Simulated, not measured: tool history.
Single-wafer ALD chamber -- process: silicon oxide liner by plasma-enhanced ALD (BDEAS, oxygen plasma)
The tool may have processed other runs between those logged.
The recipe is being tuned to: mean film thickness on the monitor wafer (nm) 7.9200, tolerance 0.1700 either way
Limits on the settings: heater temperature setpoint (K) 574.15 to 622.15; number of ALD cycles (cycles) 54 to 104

run,day,heater temperature setpoint (K),number of ALD cycles (cycles),mean film thickness on the monitor wafer (nm)
1,0.000,598.15,79,7.0845
2,0.288,598.15,81,7.2574
3,0.354,598.15,82,7.3677
4,0.562,598.15,83,7.4096
5,0.917,598.15,74,6.6261
6,1.171,598.15,77,6.9217
7,1.375,598.15,79,7.0767
8,1.571,598.15,81,7.3085
9,1.817,598.15,81,7.2536
10,1.950,598.15,82,7.3547
11,1.983,598.15,83,7.4319
12,2.175,598.15,84,7.5384
13,2.362,598.15,85,7.6209
14,2.467,598.15,86,7.7295

Consider the 4 candidate settings below. Which is the only one whose results all fall within their allowed miss of target?
A,2.571,601.15,82,?
B,2.571,600.15,92,?
C,2.571,589.15,81,?
D,2.571,597.15,88,?

move,mean film thickness on the monitor wafer (nm)
A,7.3173
B,8.2232
C,7.3720
D,7.9048
A: further off than the last run
B: moves the result that the last run missed by most past its target, out the other side
C: further off than the last run
D: in spec on every target
Answer: D
